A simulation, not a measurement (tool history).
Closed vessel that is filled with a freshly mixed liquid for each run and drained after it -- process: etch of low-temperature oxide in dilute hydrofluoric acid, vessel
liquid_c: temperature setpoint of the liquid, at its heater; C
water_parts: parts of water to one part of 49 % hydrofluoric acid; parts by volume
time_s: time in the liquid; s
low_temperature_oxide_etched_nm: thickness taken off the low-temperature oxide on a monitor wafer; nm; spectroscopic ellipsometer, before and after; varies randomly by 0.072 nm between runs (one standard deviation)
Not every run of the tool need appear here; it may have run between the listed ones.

| run | day | liquid_c | water_parts | time_s | low_temperature_oxide_etched_nm |
|---|---|---|---|---|---|
| 1 | 0 | 22 | 45 | 30 | 13.273 |
| 2 | 0.312 | 19 | 45 | 30 | 11.641 |
| 3 | 0.396 | 21.5 | 45 | 30 | 13.038 |
| 4 | 0.496 | 21.5 | 45 | 30 | 12.977 |
| 5 | 0.842 | 23.5 | 45 | 30 | 14.164 |
| 6 | 1.062 | 23.5 | 45 | 30 | 14.081 |
| 7 | 1.112 | 25 | 45 | 30 | 15.019 |
| 8 | 1.354 | 26 | 45 | 30 | 15.615 |

What will run 9 give?
| 9 | 1.433 | 30 | 40 | 30 | ? |

Run 9 measured low_temperature_oxide_etched_nm 20.775 nm.

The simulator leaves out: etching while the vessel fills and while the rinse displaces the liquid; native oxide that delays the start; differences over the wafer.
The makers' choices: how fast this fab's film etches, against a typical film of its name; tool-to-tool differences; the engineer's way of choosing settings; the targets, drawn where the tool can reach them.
